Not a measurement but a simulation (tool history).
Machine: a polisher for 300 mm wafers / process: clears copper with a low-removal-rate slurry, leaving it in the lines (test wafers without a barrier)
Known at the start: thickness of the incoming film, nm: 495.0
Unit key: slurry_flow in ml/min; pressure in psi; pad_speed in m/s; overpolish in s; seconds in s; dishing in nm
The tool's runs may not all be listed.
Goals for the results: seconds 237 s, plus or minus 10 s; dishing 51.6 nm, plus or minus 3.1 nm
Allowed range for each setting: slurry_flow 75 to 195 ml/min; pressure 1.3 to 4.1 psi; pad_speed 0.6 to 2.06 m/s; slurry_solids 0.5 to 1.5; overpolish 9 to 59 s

run 1 day=0 | slurry_flow=125 pressure=2.7 pad_speed=1.32 slurry_solids=1 overpolish=30 | seconds=179.81 dishing=45.973
run 2 day=0.108 | slurry_flow=120 pressure=2.6 pad_speed=1.32 slurry_solids=1 overpolish=33 | seconds=183.68 dishing=48.121
run 3 day=0.175 | slurry_flow=120 pressure=2.6 pad_speed=1.52 slurry_solids=1 overpolish=33 | seconds=162.73 dishing=51.914
run 4 day=0.362 | slurry_flow=120 pressure=2.6 pad_speed=1.52 slurry_solids=1 overpolish=23 | seconds=160.42 dishing=42.195
run 5 day=0.546 | slurry_flow=120 pressure=2.4 pad_speed=1.5 slurry_solids=1 overpolish=28 | seconds=174.04 dishing=44.142
run 6 day=0.833 | slurry_flow=120 pressure=2.4 pad_speed=1.5 slurry_solids=1 overpolish=36 | seconds=169.96 dishing=52.183
run 7 day=1.212 | slurry_flow=115 pressure=2.2 pad_speed=1.48 slurry_solids=1 overpolish=39 | seconds=184.7 dishing=51.546
run 8 day=1.567 | slurry_flow=115 pressure=2 pad_speed=1.46 slurry_solids=1 overpolish=42 | seconds=199.11 dishing=52.625
run 9 day=1.712 | slurry_flow=115 pressure=1.9 pad_speed=1.46 slurry_solids=1 overpolish=43 | seconds=205.36 dishing=52.627
run 10 day=1.779 | slurry_flow=115 pressure=1.8 pad_speed=1.46 slurry_solids=1 overpolish=44 | seconds=218.64 dishing=50.053
run 11 day=1.892 | slurry_flow=115 pressure=1.8 pad_speed=1.46 slurry_solids=1 overpolish=44 | seconds=212.57 dishing=50.441

Exactly one of the 4 candidate moves below puts every result within its allowed miss. Which one?
run A day=2.004 | slurry_flow=115 pressure=1.8 pad_speed=1.54 slurry_solids=0.9 overpolish=37 | seconds=? dishing=?
run B day=2.004 | slurry_flow=110 pressure=1.7 pad_speed=1.26 slurry_solids=0.95 overpolish=54 | seconds=? dishing=?
run C day=2.004 | slurry_flow=120 pressure=1.9 pad_speed=1.32 slurry_solids=1.2 overpolish=53 | seconds=? dishing=?
run D day=2.004 | slurry_flow=100 pressure=1.4 pad_speed=1.56 slurry_solids=1.05 overpolish=50 | seconds=? dishing=?

move=A seconds=209.42 dishing=45.23
move=B seconds=261.35 dishing=49.408
move=C seconds=216.26 dishing=54.882
move=D seconds=234.66 dishing=49.273
A: misses by more than the last run did
B: moves the result that the last run missed by most past its target, out the other side
C: nearer than the last run, and not there yet
D: every result within its allowed miss
D is the move that brings every result within its allowed miss.
